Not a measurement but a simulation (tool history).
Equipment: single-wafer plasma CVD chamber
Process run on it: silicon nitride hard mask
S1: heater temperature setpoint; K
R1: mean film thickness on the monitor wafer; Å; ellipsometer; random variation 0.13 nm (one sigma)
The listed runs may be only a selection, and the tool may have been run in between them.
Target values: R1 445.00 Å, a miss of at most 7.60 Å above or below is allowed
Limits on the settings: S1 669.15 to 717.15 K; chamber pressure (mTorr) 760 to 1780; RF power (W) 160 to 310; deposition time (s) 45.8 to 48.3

{"run": 1, "day": 0.0, "S1": 693.15, "chamber pressure (mTorr)": 1270, "RF power (W)": 235, "deposition time (s)": 48.3, "R1": 406.82}
{"run": 2, "day": 0.192, "S1": 687.15, "chamber pressure (mTorr)": 1270, "RF power (W)": 235, "deposition time (s)": 48.3, "R1": 407.22}
{"run": 3, "day": 0.212, "S1": 687.15, "chamber pressure (mTorr)": 1320, "RF power (W)": 235, "deposition time (s)": 48.3, "R1": 410.86}
{"run": 4, "day": 0.388, "S1": 687.15, "chamber pressure (mTorr)": 1320, "RF power (W)": 215, "deposition time (s)": 48.3, "R1": 389.44}
{"run": 5, "day": 0.633, "S1": 687.15, "chamber pressure (mTorr)": 1110, "RF power (W)": 215, "deposition time (s)": 48.3, "R1": 374.22}
{"run": 6, "day": 0.888, "S1": 687.15, "chamber pressure (mTorr)": 1200, "RF power (W)": 220, "deposition time (s)": 48.3, "R1": 385.18}
{"run": 7, "day": 1.021, "S1": 687.15, "chamber pressure (mTorr)": 1200, "RF power (W)": 220, "deposition time (s)": 48.3, "R1": 383.48}
{"run": 8, "day": 1.079, "S1": 687.15, "chamber pressure (mTorr)": 1280, "RF power (W)": 225, "deposition time (s)": 48.3, "R1": 397.06}
{"run": 9, "day": 1.267, "S1": 687.15, "chamber pressure (mTorr)": 1350, "RF power (W)": 225, "deposition time (s)": 48.3, "R1": 399.83}
{"run": 10, "day": 1.329, "S1": 687.15, "chamber pressure (mTorr)": 1400, "RF power (W)": 230, "deposition time (s)": 48.3, "R1": 410.42}
{"run": 11, "day": 1.442, "S1": 687.15, "chamber pressure (mTorr)": 1440, "RF power (W)": 230, "deposition time (s)": 48.3, "R1": 413.14}
{"run": 12, "day": 1.654, "S1": 687.15, "chamber pressure (mTorr)": 1480, "RF power (W)": 230, "deposition time (s)": 48.3, "R1": 414.85}

Exactly one of the 5 candidate moves below puts every result within its allowed miss. Which one?
{"run": "A", "day": 1.867, "S1": 686.15, "chamber pressure (mTorr)": 1430, "RF power (W)": 245, "deposition time (s)": 48.3, "R1": "?"}
{"run": "B", "day": 1.867, "S1": 692.15, "chamber pressure (mTorr)": 1490, "RF power (W)": 260, "deposition time (s)": 45.8, "R1": "?"}
{"run": "C", "day": 1.867, "S1": 684.15, "chamber pressure (mTorr)": 1650, "RF power (W)": 220, "deposition time (s)": 45.8, "R1": "?"}
{"run": "D", "day": 1.867, "S1": 688.15, "chamber pressure (mTorr)": 1670, "RF power (W)": 265, "deposition time (s)": 48.3, "R1": "?"}
{"run": "E", "day": 1.867, "S1": 682.15, "chamber pressure (mTorr)": 1570, "RF power (W)": 270, "deposition time (s)": 46.2, "R1": "?"}

move=A R1=426.98
move=B R1=422.70
move=C R1=390.74
move=D R1=463.11
move=E R1=443.42
A: moves toward the targets from the last run without getting all of them in spec
B: moves toward the targets from the last run without getting all of them in spec
C: lands further from the targets than the last run did
D: pushes the last run's worst result past its target
E: all results in spec
Move E is the one to make.
